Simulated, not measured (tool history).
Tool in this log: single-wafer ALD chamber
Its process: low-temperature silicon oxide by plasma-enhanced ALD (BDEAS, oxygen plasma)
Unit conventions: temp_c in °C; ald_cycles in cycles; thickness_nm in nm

run	hour	temp_c	ald_cycles	thickness_nm
1	0.0	90	38	5.3293
2	3.8	97	38	5.2257
3	12.7	95	39	5.3999
4	21.2	93	40	5.5512
5	30.1	97	40	5.5010
6	32.1	95	40	5.5189

Run 7 has not been measured yet. What should we expect?
7	37.4	93	40	?

{"run 7": {"thickness_nm": 5.5728}}

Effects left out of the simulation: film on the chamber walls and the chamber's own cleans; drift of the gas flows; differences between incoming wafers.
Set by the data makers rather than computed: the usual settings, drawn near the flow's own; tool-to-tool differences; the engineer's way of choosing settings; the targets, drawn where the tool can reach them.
